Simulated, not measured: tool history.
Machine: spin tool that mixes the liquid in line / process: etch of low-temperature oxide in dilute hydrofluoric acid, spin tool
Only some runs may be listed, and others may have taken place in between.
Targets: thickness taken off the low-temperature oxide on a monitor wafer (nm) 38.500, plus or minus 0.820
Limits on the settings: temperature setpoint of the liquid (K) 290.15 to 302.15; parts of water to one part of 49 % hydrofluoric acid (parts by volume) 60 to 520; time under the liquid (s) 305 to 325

run  hour  temperature setpoint of the liquid (K)  parts of water to one part of 49 % hydrofluoric acid (parts by volume)  time under the liquid (s)  thickness taken off the low-temperature oxide on a monitor wafer (nm)
  1   0.0                                  294.15                                                                     290                        305                                                                 13.453
  2   3.5                                  294.15                                                                     290                        325                                                                 14.373
  3   9.6                                  294.15                                                                     290                        325                                                                 14.257
  4  13.7                                  292.15                                                                     290                        325                                                                 13.479
  5  17.4                                  295.15                                                                     240                        325                                                                 18.867
  6  19.0                                  295.15                                                                     240                        305                                                                 17.781
  7  23.0                                  297.15                                                                     210                        305                                                                 22.397
  8  26.5                                  298.65                                                                     190                        305                                                                 27.145
  9  30.8                                  299.65                                                                     180                        305                                                                 29.612
 10  31.9                                  300.15                                                                     170                        305                                                                 32.373
 11  40.7                                  302.15                                                                     145                        305                                                                 41.887
 12  45.3                                  300.65                                                                     145                        305                                                                 39.955

4 candidate next runs follow, results not yet known. Just one meets every target within its allowed miss. Identify it.
  A  49.9                                  301.65                                                                     150                        310                                                                      ?
  B  49.9                                  300.15                                                                     145                        315                                                                      ?
  C  49.9                                  301.65                                                                     145                        305                                                                      ?
  D  49.9                                  295.65                                                                     130                        315                                                                      ?

move  thickness taken off the low-temperature oxide on a monitor wafer (nm)
   A                                                                 40.786
   B                                                                 40.821
   C                                                                 41.776
   D                                                                 39.012
A: lands further from the targets than the last run did
B: lands further from the targets than the last run did
C: lands further from the targets than the last run did
D: in spec on every target
So the answer is move D, the one that meets all the targets.
